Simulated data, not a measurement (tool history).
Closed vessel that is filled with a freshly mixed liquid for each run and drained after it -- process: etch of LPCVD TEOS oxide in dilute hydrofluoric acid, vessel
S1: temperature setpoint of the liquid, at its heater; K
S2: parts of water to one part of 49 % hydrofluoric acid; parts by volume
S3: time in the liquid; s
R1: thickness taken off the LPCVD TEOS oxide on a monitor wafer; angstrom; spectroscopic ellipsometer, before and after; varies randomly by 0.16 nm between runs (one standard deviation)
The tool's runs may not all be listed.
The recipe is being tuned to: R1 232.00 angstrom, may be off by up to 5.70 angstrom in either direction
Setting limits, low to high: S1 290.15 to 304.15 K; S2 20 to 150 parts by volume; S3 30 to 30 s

run  hour      S1   S2  S3      R1
  1   0.0  296.15   85  30  111.14
  2   1.2  298.65   75  30  140.56
  3   8.7  297.15   75  30  130.65
  4  15.3  297.15   95  30  101.85
  5  20.2  299.15   80  30  133.45
  6  24.3  299.15  100  30  103.78
  7  29.3  300.65   85  30  133.62
  8  30.3  301.65   75  30  156.54
  9  39.2  302.65   65  30  194.02
 10  39.9  303.15   60  30  215.83
 11  46.0  303.65   60  30  217.68
 12  54.2  304.15   60  30  221.61
 13  62.2  304.15   55  30  244.50

Of the 5 settings listed for the next run, only one would bring every result within its allowed miss of target. Which one?
  A  70.2  303.15  50  30   ?
  B  70.2  302.65  50  30   ?
  C  70.2  302.15  50  30   ?
  D  70.2  299.65  45  30   ?
  E  70.2  302.65  55  30   ?

move      R1
   A  259.39
   B  254.34
   C  249.37
   D  252.52
   E  229.47
A: the biggest miss grows against the last run
B: the biggest miss grows against the last run
C: the biggest miss grows against the last run
D: the biggest miss grows against the last run
E: in spec on every target
The move that meets every target is E.
